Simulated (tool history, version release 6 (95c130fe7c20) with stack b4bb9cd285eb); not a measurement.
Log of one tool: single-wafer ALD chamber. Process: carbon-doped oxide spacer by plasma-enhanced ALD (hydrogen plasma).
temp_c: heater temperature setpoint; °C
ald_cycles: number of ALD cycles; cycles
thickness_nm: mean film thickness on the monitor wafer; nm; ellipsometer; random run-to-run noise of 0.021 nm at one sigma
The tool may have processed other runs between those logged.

run,hour,temp_c,ald_cycles,thickness_nm
1,0,385,181,8.948
2,4.1,385,186,9.2
3,5.4,395,186,9.2093
4,8.2,395,189,9.3137
5,12.4,395,192,9.4895
6,21.3,395,194,9.5998

Run 7 has not been measured yet. What should we expect?
7,27.3,395,195,?

Run 7 came out at thickness_nm 9.6158 nm.
